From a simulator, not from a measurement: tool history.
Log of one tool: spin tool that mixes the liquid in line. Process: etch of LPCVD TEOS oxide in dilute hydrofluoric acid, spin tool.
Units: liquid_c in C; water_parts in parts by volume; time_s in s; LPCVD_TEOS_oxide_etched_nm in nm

{"run": 1, "hour": 0.0, "liquid_c": 24.0, "water_parts": 135, "time_s": 80, "LPCVD_TEOS_oxide_etched_nm": 9.7376}
{"run": 2, "hour": 6.2, "liquid_c": 24.0, "water_parts": 170, "time_s": 80, "LPCVD_TEOS_oxide_etched_nm": 7.4004}
{"run": 3, "hour": 14.0, "liquid_c": 26.5, "water_parts": 145, "time_s": 80, "LPCVD_TEOS_oxide_etched_nm": 9.9689}
{"run": 4, "hour": 22.1, "liquid_c": 26.5, "water_parts": 110, "time_s": 80, "LPCVD_TEOS_oxide_etched_nm": 13.461}
{"run": 5, "hour": 24.9, "liquid_c": 28.0, "water_parts": 105, "time_s": 80, "LPCVD_TEOS_oxide_etched_nm": 15.014}
{"run": 6, "hour": 30.0, "liquid_c": 28.0, "water_parts": 130, "time_s": 80, "LPCVD_TEOS_oxide_etched_nm": 11.721}

Run 7 comes next. What will it give?
{"hour": 36.5, "done": "thermometer replaced"}
{"run": 7, "hour": 36.5, "liquid_c": 32.0, "water_parts": 90, "time_s": 80, "LPCVD_TEOS_oxide_etched_nm": "?"}

{"run 7": {"LPCVD_TEOS_oxide_etched_nm": 19.781}}

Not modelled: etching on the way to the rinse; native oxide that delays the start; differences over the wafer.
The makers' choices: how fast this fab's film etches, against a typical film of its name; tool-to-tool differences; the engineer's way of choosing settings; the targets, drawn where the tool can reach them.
